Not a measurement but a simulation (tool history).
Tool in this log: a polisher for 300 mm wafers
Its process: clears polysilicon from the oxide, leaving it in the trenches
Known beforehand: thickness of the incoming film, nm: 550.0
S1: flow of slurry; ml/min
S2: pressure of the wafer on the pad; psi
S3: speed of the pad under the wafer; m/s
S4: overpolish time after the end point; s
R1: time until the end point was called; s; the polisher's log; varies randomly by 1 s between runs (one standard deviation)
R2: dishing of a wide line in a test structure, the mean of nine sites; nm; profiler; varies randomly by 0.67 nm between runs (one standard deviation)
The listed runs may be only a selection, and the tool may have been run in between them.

| run | day | S1 | S2 | S3 | S4 | R1 | R2 |
|---|---|---|---|---|---|---|---|
| 1 | 0 | 125 | 1.8 | 1.1 | 28 | 46.126 | 66.201 |
| 2 | 0.321 | 105 | 1.8 | 1.1 | 28 | 48.593 | 65.927 |
| 3 | 0.646 | 105 | 1.4 | 1.1 | 28 | 59.701 | 64.121 |
| 4 | 0.775 | 105 | 1.4 | 0.94 | 28 | 70.946 | 63.862 |
| 5 | 1.112 | 100 | 1.3 | 1 | 24 | 71.026 | 61.327 |
| 6 | 1.396 | 90 | 1.3 | 1 | 24 | 71.177 | 60.929 |
| 7 | 1.571 | 85 | 1.2 | 1.06 | 21 | 75.893 | 60.076 |
| 8 | 1.946 | 85 | 1.1 | 1.14 | 19 | 75.694 | 57.492 |

What will run 9 give?
| 9 | 2.258 | 75 | 0.8 | 1.44 | 8 | ? | ? |

{"run 9": {"R1": 83.115, "R2": 35.738}}

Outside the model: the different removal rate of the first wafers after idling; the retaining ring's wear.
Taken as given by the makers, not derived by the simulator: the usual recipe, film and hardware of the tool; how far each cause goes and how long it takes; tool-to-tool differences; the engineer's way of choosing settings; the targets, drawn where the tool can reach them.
